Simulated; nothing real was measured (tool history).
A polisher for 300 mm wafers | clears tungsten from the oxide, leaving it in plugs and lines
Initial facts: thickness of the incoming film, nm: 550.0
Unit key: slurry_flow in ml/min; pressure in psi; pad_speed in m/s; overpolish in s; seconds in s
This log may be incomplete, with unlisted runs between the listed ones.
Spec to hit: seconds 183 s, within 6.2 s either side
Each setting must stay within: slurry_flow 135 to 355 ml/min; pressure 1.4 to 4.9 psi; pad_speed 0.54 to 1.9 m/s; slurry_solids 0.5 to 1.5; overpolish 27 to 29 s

run 1 hour=0 | slurry_flow=225 pressure=3.1 pad_speed=1.22 slurry_solids=1 overpolish=27 | seconds=93.451
run 2 hour=3.8 | slurry_flow=225 pressure=3.1 pad_speed=1.08 slurry_solids=1 overpolish=27 | seconds=105.68
run 3 hour=6.8 | slurry_flow=190 pressure=3.1 pad_speed=1.08 slurry_solids=1 overpolish=27 | seconds=108.54
run 4 hour=10.3 | slurry_flow=185 pressure=2.8 pad_speed=1.08 slurry_solids=1 overpolish=27 | seconds=120.1
run 5 hour=12.4 | slurry_flow=185 pressure=2.8 pad_speed=1.28 slurry_solids=1 overpolish=27 | seconds=100.93
run 6 hour=14.2 | slurry_flow=180 pressure=2.5 pad_speed=1.24 slurry_solids=1 overpolish=27 | seconds=118.07
run 7 hour=16.8 | slurry_flow=180 pressure=2.3 pad_speed=1.24 slurry_solids=1 overpolish=27 | seconds=126.96
run 8 hour=25.6 | slurry_flow=175 pressure=1.4 pad_speed=1.16 slurry_solids=1 overpolish=27 | seconds=217.37
run 9 hour=26.9 | slurry_flow=175 pressure=1.5 pad_speed=1.16 slurry_solids=1 overpolish=27 | seconds=196.61
run 10 hour=36 | slurry_flow=175 pressure=1.6 pad_speed=1.16 slurry_solids=1 overpolish=27 | seconds=193.73
run 11 hour=41 | slurry_flow=185 pressure=1.8 pad_speed=1.16 slurry_solids=1 overpolish=27 | seconds=166.22
run 12 hour=48 | slurry_flow=175 pressure=1.8 pad_speed=1.16 slurry_solids=1 overpolish=27 | seconds=167.61
run 13 hour=49.6 | slurry_flow=175 pressure=1.8 pad_speed=1.16 slurry_solids=1 overpolish=27 | seconds=171.62

Which single option among these 5 for the next run brings every result within its allowed miss of target? Just one does.
run A hour=51.2 | slurry_flow=200 pressure=1.7 pad_speed=1.24 slurry_solids=1 overpolish=27 | seconds=?
run B hour=51.2 | slurry_flow=155 pressure=2.8 pad_speed=0.82 slurry_solids=0.85 overpolish=27 | seconds=?
run C hour=51.2 | slurry_flow=170 pressure=2.1 pad_speed=0.92 slurry_solids=0.8 overpolish=27 | seconds=?
run D hour=51.2 | slurry_flow=225 pressure=2.2 pad_speed=0.76 slurry_solids=1.1 overpolish=29 | seconds=?
run E hour=51.2 | slurry_flow=135 pressure=2.4 pad_speed=0.78 slurry_solids=1.2 overpolish=29 | seconds=?

move=A seconds=166.21
move=B seconds=163.01
move=C seconds=193.38
move=D seconds=202.11
move=E seconds=185.55
A: its largest miss is bigger than the last run's
B: its largest miss is bigger than the last run's
C: takes the result that was furthest off past its target
D: takes the result that was furthest off past its target
E: meets every target
E meets every target.
